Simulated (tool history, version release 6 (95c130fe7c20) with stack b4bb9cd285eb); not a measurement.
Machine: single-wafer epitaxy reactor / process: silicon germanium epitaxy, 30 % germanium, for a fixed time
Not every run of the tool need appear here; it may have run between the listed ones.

| run | hour | wafer temperature setpoint (pyrometer-controlled) (°C) | chamber pressure (Torr) | mean film thickness on the monitor wafer (angstrom) |
|---|---|---|---|---|
| 1 | 0.0 | 595 | 27.7 | 610.19 |
| 2 | 0.6 | 595 | 22.8 | 572.07 |
| 3 | 8.8 | 599 | 22.9 | 605.82 |
| 4 | 10.0 | 603 | 22.9 | 645.42 |
| 5 | 12.0 | 595 | 22.9 | 567.19 |
| 6 | 19.5 | 599 | 23.0 | 600.42 |
| 7 | 27.6 | 603 | 23.1 | 639.11 |
| 8 | 35.9 | 606 | 23.2 | 673.49 |

Run 9 is up next; what results do you expect?
| 9 | 38.4 | 608 | 23.3 | ? |

Run 9 came out at mean film thickness on the monitor wafer (angstrom) 703.08.
